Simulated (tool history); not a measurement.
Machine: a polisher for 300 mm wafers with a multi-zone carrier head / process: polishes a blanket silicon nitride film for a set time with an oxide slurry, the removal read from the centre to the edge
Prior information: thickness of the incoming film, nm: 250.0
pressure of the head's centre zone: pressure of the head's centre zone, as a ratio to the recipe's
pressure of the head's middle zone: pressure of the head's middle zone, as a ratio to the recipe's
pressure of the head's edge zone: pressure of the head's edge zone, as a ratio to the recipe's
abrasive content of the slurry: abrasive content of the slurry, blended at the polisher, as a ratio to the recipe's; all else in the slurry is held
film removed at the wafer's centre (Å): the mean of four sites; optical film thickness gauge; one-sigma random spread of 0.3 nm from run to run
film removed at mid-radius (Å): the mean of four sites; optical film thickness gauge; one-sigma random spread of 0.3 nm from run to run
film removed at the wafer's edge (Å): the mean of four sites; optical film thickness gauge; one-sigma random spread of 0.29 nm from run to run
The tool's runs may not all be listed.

run,day,flow of slurry (ml/min),pressure of the head's centre zone,pressure of the head's middle zone,pressure of the head's edge zone,abrasive content of the slurry,polishing time (s),film removed at the wafer's centre (Å),film removed at mid-radius (Å),film removed at the wafer's edge (Å)
1,0.000,130,1.00,1.00,1.00,1.00,79,460.73,466.78,472.37
2,0.075,145,1.00,1.00,1.00,1.00,79,487.11,473.41,481.74
3,0.250,145,1.00,1.05,1.00,1.00,79,474.91,489.46,477.43
4,0.525,145,1.00,1.05,1.00,1.20,79,527.98,539.86,531.95
5,0.612,140,0.99,1.02,0.98,1.15,79,511.39,517.53,519.50
6,0.650,140,0.99,1.09,0.98,1.15,79,511.33,539.33,510.93
7,0.796,105,0.91,0.99,0.88,0.90,79,381.54,417.93,407.62
8,1.129,105,0.91,0.98,0.89,0.90,79,378.64,407.66,410.95

What does the tool deliver on the next run?
9,1.171,105,0.91,0.97,0.90,0.90,79,?,?,?

Run 9 measured film removed at the wafer's centre (Å) 383.24, film removed at mid-radius (Å) 404.00, film removed at the wafer's edge (Å) 413.40.
